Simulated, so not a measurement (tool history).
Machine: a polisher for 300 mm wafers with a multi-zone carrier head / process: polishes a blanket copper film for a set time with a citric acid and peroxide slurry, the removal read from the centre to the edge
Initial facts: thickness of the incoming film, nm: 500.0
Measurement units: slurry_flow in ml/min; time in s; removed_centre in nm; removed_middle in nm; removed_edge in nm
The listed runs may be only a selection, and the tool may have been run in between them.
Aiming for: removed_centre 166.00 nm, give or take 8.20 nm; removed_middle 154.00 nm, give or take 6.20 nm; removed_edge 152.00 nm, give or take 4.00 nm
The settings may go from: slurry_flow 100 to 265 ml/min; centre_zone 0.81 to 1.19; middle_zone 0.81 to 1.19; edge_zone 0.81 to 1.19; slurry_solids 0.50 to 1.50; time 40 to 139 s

Run 1, day 0.000: slurry_flow 170 ml/min, centre_zone 1.00, middle_zone 1.00, edge_zone 1.00, slurry_solids 1.00, time 89 s. Result: removed_centre 120.70 nm, removed_middle 126.79 nm, removed_edge 122.40 nm.
Run 2, day 0.296: slurry_flow 185 ml/min, centre_zone 1.00, middle_zone 1.00, edge_zone 1.00, slurry_solids 1.00, time 89 s. Result: removed_centre 127.11 nm, removed_middle 128.29 nm, removed_edge 123.50 nm.
Run 3, day 0.388: slurry_flow 185 ml/min, centre_zone 1.00, middle_zone 1.00, edge_zone 0.91, slurry_solids 1.00, time 89 s. Result: removed_centre 122.21 nm, removed_middle 126.49 nm, removed_edge 119.42 nm.
Run 4, day 0.600: slurry_flow 185 ml/min, centre_zone 1.00, middle_zone 1.04, edge_zone 0.91, slurry_solids 1.00, time 89 s. Result: removed_centre 122.48 nm, removed_middle 132.75 nm, removed_edge 118.47 nm.
Run 5, day 0.754: slurry_flow 185 ml/min, centre_zone 1.00, middle_zone 1.04, edge_zone 0.87, slurry_solids 1.00, time 89 s. Result: removed_centre 126.62 nm, removed_middle 130.11 nm, removed_edge 115.22 nm.
Run 6, day 0.804: slurry_flow 185 ml/min, centre_zone 1.00, middle_zone 1.04, edge_zone 0.87, slurry_solids 0.90, time 89 s. Result: removed_centre 119.89 nm, removed_middle 131.47 nm, removed_edge 113.24 nm.
Run 7, day 1.175: slurry_flow 190 ml/min, centre_zone 1.01, middle_zone 1.04, edge_zone 0.90, slurry_solids 1.00, time 90 s. Result: removed_centre 128.96 nm, removed_middle 134.59 nm, removed_edge 120.39 nm.
Run 8, day 1.354: slurry_flow 195 ml/min, centre_zone 1.02, middle_zone 1.04, edge_zone 0.93, slurry_solids 1.05, time 90 s. Result: removed_centre 129.05 nm, removed_middle 132.24 nm, removed_edge 122.35 nm.
Run 9, day 1.408: slurry_flow 200 ml/min, centre_zone 1.03, middle_zone 1.05, edge_zone 0.94, slurry_solids 1.10, time 92 s. Result: removed_centre 136.86 nm, removed_middle 141.24 nm, removed_edge 128.86 nm.
Run 10, day 1.479: slurry_flow 205 ml/min, centre_zone 1.04, middle_zone 1.05, edge_zone 0.96, slurry_solids 1.15, time 92 s. Result: removed_centre 142.84 nm, removed_middle 143.67 nm, removed_edge 131.26 nm.
Run 11, day 1.842: slurry_flow 210 ml/min, centre_zone 1.05, middle_zone 1.05, edge_zone 0.98, slurry_solids 1.20, time 92 s. Result: removed_centre 144.37 nm, removed_middle 144.32 nm, removed_edge 133.17 nm.
At day 1.971: slurry nozzle cleaned.
Run 12, day 1.971: slurry_flow 215 ml/min, centre_zone 1.06, middle_zone 1.05, edge_zone 1.00, slurry_solids 1.25, time 92 s. Result: removed_centre 154.57 nm, removed_middle 157.17 nm, removed_edge 140.02 nm.
Run 13, day 2.112: slurry_flow 220 ml/min, centre_zone 1.06, middle_zone 1.03, edge_zone 1.01, slurry_solids 1.25, time 92 s. Result: removed_centre 158.04 nm, removed_middle 152.86 nm, removed_edge 144.11 nm.
Run 14, day 2.417: slurry_flow 225 ml/min, centre_zone 1.06, middle_zone 1.02, edge_zone 1.01, slurry_solids 1.25, time 92 s. Result: removed_centre 151.58 nm, removed_middle 153.26 nm, removed_edge 144.09 nm.
Run 15, day 2.592: slurry_flow 230 ml/min, centre_zone 1.07, middle_zone 1.01, edge_zone 1.01, slurry_solids 1.25, time 92 s. Result: removed_centre 158.62 nm, removed_middle 152.58 nm, removed_edge 142.37 nm.

Which single option among these 5 for the next run brings every result within its allowed miss of target? Just one does.
Run A, day 2.767: slurry_flow 190 ml/min, centre_zone 1.06, middle_zone 0.96, edge_zone 0.99, slurry_solids 1.30, time 100 s. Result: removed_centre ?, removed_middle ?, removed_edge ?.
Run B, day 2.767: slurry_flow 215 ml/min, centre_zone 1.13, middle_zone 1.06, edge_zone 0.94, slurry_solids 1.40, time 89 s. Result: removed_centre ?, removed_middle ?, removed_edge ?.
Run C, day 2.767: slurry_flow 225 ml/min, centre_zone 1.12, middle_zone 1.14, edge_zone 0.96, slurry_solids 1.10, time 87 s. Result: removed_centre ?, removed_middle ?, removed_edge ?.
Run D, day 2.767: slurry_flow 265 ml/min, centre_zone 1.15, middle_zone 1.17, edge_zone 0.94, slurry_solids 1.25, time 85 s. Result: removed_centre ?, removed_middle ?, removed_edge ?.
Run E, day 2.767: slurry_flow 225 ml/min, centre_zone 1.06, middle_zone 1.07, edge_zone 1.03, slurry_solids 1.25, time 90 s. Result: removed_centre ?, removed_middle ?, removed_edge ?.

move  removed_centre  removed_middle  removed_edge
   A          172.39          154.29        151.95
   B          169.95          154.60        135.94
   C          157.58          153.75        127.90
   D          166.19          161.07        129.10
   E          158.38          154.81        140.59
A: hits every target within its allowed miss
B: further off than the last run
C: further off than the last run
D: further off than the last run
E: further off than the last run
A meets every target.

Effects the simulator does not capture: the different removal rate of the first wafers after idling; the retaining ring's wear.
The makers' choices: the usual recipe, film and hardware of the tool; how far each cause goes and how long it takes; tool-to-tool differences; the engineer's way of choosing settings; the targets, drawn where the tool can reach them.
